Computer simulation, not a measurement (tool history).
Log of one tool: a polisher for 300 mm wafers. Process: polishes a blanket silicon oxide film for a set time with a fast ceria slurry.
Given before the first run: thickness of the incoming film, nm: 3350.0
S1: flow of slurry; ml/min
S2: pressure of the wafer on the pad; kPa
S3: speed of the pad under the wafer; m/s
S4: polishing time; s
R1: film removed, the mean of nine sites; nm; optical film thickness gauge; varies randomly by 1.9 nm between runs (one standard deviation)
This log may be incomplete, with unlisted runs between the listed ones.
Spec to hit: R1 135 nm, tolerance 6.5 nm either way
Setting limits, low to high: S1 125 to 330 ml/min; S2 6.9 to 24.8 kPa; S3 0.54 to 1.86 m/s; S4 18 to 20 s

run 1 day=0 | S1=210 S2=15.9 S3=1.18 S4=20 | R1=274.09
run 2 day=0.312 | S1=210 S2=13.1 S3=1.12 S4=20 | R1=221.01
run 3 day=0.679 | S1=165 S2=13.1 S3=1.12 S4=20 | R1=223.78
run 4 day=0.821 | S1=165 S2=15.9 S3=1.12 S4=20 | R1=255.04
run 5 day=0.862 | S1=165 S2=15.9 S3=1.12 S4=18 | R1=233.69
run 6 day=1.208 | S1=165 S2=13.1 S3=1.08 S4=18 | R1=193.84
run 7 day=1.267 | S1=165 S2=11 S3=1.06 S4=18 | R1=165.64
run 8 day=1.542 | S1=165 S2=10.3 S3=1.06 S4=18 | R1=159.35
run 9 day=1.679 | S1=165 S2=9.7 S3=1.06 S4=18 | R1=150.73
run 10 day=1.908 | S1=165 S2=9 S3=1.06 S4=18 | R1=143.01

Next run, 5 choices. One meets every target within its allowed miss, the rest don't. Which?
run A day=2.138 | S1=185 S2=11 S3=1.02 S4=18 | R1=?
run B day=2.138 | S1=230 S2=6.9 S3=1 S4=20 | R1=?
run C day=2.138 | S1=130 S2=11.7 S3=0.86 S4=20 | R1=?
run D day=2.138 | S1=185 S2=8.3 S3=1.14 S4=18 | R1=?
run E day=2.138 | S1=125 S2=9 S3=0.92 S4=18 | R1=?

move=A R1=160.49
move=B R1=132.07
move=C R1=150.2
move=D R1=147.13
move=E R1=119.08
A: misses by more than the last run did
B: in spec on every target
C: misses by more than the last run did
D: misses by more than the last run did
E: pushes the last run's worst result past its target
B is the move that brings every result within its allowed miss.

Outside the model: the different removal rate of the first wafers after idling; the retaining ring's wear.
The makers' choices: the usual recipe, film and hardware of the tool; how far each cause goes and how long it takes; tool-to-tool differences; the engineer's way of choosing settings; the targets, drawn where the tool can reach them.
